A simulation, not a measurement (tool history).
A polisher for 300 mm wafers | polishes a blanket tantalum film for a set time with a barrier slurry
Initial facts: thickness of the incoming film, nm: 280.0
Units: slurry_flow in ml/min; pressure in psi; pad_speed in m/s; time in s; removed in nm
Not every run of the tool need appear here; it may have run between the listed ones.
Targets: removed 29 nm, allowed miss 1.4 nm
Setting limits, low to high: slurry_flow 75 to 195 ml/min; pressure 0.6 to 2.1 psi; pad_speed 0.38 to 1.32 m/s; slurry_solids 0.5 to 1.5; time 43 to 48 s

run 1 hour=0 | slurry_flow=125 pressure=1.3 pad_speed=0.84 slurry_solids=1 time=48 | removed=36.748
run 2 hour=0.7 | slurry_flow=125 pressure=1.7 pad_speed=0.84 slurry_solids=1 time=48 | removed=48.591
run 3 hour=2.6 | slurry_flow=125 pressure=1.7 pad_speed=0.84 slurry_solids=1.15 time=48 | removed=49.622
run 4 hour=3.1 | slurry_flow=150 pressure=1.7 pad_speed=0.84 slurry_solids=1.15 time=48 | removed=52.312
run 5 hour=9.5 | slurry_flow=150 pressure=1.7 pad_speed=0.94 slurry_solids=1.15 time=48 | removed=57.803
run 6 hour=15.7 | slurry_flow=150 pressure=1.4 pad_speed=0.94 slurry_solids=1.15 time=48 | removed=47.443
run 7 hour=23.1 | slurry_flow=150 pressure=1.3 pad_speed=0.94 slurry_solids=1.15 time=48 | removed=45.243
run 8 hour=24.2 | slurry_flow=150 pressure=1.2 pad_speed=0.94 slurry_solids=1.15 time=48 | removed=40.74
run 9 hour=29.5 | slurry_flow=150 pressure=1.1 pad_speed=0.94 slurry_solids=1.15 time=48 | removed=37.101
run 10 hour=36.8 | slurry_flow=145 pressure=0.9 pad_speed=0.94 slurry_solids=1.15 time=48 | removed=30.709

Exercise: of the 4 proposed moves below, exactly one satisfies all targets within the stated allowed misses. Which move is it?
run A hour=44.1 | slurry_flow=145 pressure=1.1 pad_speed=0.88 slurry_solids=1.15 time=46 | removed=?
run B hour=44.1 | slurry_flow=155 pressure=0.8 pad_speed=1.18 slurry_solids=1.3 time=43 | removed=?
run C hour=44.1 | slurry_flow=140 pressure=1 pad_speed=0.96 slurry_solids=0.95 time=43 | removed=?
run D hour=44.1 | slurry_flow=140 pressure=1.1 pad_speed=0.82 slurry_solids=1.2 time=48 | removed=?

move=A removed=33.72
move=B removed=32.224
move=C removed=29.562
move=D removed=32.971
A: lands further from the targets than the last run did
B: lands further from the targets than the last run did
C: meets every target
D: lands further from the targets than the last run did
C meets every target.
